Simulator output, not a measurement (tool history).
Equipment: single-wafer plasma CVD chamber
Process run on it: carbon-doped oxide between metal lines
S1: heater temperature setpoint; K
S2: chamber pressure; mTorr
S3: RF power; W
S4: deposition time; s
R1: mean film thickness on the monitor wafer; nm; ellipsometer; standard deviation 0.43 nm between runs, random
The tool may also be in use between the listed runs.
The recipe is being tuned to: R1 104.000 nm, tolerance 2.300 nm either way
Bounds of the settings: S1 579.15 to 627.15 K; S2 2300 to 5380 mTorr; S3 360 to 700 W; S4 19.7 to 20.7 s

run  hour      S1    S2   S3    S4       R1
  1   0.0  603.15  3840  530  20.7  113.940
  2   8.8  603.15  3840  560  20.7  118.740
  3  16.7  603.15  3840  560  20.7  117.630
  4  25.1  604.15  3770  555  20.7  116.540
  5  31.1  597.15  3770  555  20.7  120.410
  6  39.3  589.15  3770  555  20.7  122.770
  7  41.6  591.15  3670  545  20.7  121.070
  8  47.7  593.15  3620  535  20.7  118.520

Of the 5 settings listed for the next run, only one would bring every result within its allowed miss of target. Which one?
  A  53.8  603.15  4000  505  19.7   ?
  B  53.8  597.15  3250  465  19.7   ?
  C  53.8  594.15  3640  455  19.7   ?
  D  53.8  590.15  3430  565  20.7   ?
  E  53.8  595.15  3260  460  19.7   ?

move       R1
   A  104.850
   B   99.004
   C   98.968
   D  123.730
   E   98.785
A: in spec on every target
B: the result that was furthest off in the last run now lies on the other side of its target
C: the result that was furthest off in the last run now lies on the other side of its target
D: lands further from the targets than the last run did
E: the result that was furthest off in the last run now lies on the other side of its target
So the answer is move A, the one that meets all the targets.

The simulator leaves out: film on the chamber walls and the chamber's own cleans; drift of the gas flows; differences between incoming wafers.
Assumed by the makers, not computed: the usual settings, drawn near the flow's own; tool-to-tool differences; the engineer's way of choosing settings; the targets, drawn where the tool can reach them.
